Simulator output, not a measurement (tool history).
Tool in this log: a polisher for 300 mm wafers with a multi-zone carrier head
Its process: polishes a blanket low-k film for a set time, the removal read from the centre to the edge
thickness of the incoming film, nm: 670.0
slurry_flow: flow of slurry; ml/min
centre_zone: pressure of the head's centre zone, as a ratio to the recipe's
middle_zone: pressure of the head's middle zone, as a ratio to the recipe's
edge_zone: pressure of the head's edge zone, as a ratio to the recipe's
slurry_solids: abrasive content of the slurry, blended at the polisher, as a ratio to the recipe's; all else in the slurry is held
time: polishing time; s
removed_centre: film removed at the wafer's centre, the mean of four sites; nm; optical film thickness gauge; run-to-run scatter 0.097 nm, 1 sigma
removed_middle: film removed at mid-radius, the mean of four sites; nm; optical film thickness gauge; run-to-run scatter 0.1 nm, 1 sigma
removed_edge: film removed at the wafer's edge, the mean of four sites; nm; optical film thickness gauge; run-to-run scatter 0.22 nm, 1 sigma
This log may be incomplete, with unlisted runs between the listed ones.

Run 1, hour 0.0: slurry_flow 160 ml/min, centre_zone 1.00, middle_zone 1.00, edge_zone 1.00, slurry_solids 1.00, time 45 s. Result: removed_centre 13.722 nm, removed_middle 13.640 nm, removed_edge 13.844 nm.
Run 2, hour 5.6: slurry_flow 160 ml/min, centre_zone 1.00, middle_zone 1.00, edge_zone 0.92, slurry_solids 1.00, time 45 s. Result: removed_centre 13.766 nm, removed_middle 13.752 nm, removed_edge 13.698 nm.
Run 3, hour 13.6: slurry_flow 160 ml/min, centre_zone 1.00, middle_zone 1.00, edge_zone 0.99, slurry_solids 1.00, time 45 s. Result: removed_centre 13.699 nm, removed_middle 13.784 nm, removed_edge 13.668 nm.
Run 4, hour 15.0: slurry_flow 175 ml/min, centre_zone 1.01, middle_zone 0.99, edge_zone 1.00, slurry_solids 1.00, time 45 s. Result: removed_centre 14.259 nm, removed_middle 13.830 nm, removed_edge 14.009 nm.
Run 5, hour 23.1: slurry_flow 175 ml/min, centre_zone 0.93, middle_zone 0.99, edge_zone 1.00, slurry_solids 1.00, time 45 s. Result: removed_centre 13.192 nm, removed_middle 14.083 nm, removed_edge 13.983 nm.
Run 6, hour 28.1: slurry_flow 190 ml/min, centre_zone 0.95, middle_zone 0.98, edge_zone 1.01, slurry_solids 1.00, time 45 s. Result: removed_centre 13.524 nm, removed_middle 13.828 nm, removed_edge 14.338 nm.
Run 7, hour 35.9: slurry_flow 230 ml/min, centre_zone 1.05, middle_zone 1.06, edge_zone 1.01, slurry_solids 1.05, time 45 s. Result: removed_centre 15.657 nm, removed_middle 15.437 nm, removed_edge 14.770 nm.
Run 8, hour 43.1: slurry_flow 230 ml/min, centre_zone 1.05, middle_zone 1.05, edge_zone 1.02, slurry_solids 1.05, time 45 s. Result: removed_centre 15.598 nm, removed_middle 15.280 nm, removed_edge 14.462 nm.
Run 9, hour 50.6: slurry_flow 230 ml/min, centre_zone 1.05, middle_zone 1.03, edge_zone 1.03, slurry_solids 1.05, time 45 s. Result: removed_centre 15.532 nm, removed_middle 15.254 nm, removed_edge 14.603 nm.

Forecast run 10:
Run 10, hour 56.0: slurry_flow 225 ml/min, centre_zone 1.05, middle_zone 1.01, edge_zone 1.04, slurry_solids 1.05, time 45 s. Result: removed_centre ?, removed_middle ?, removed_edge ?.

{"run 10": {"removed_centre": 15.42, "removed_middle": 14.899, "removed_edge": 14.812}}
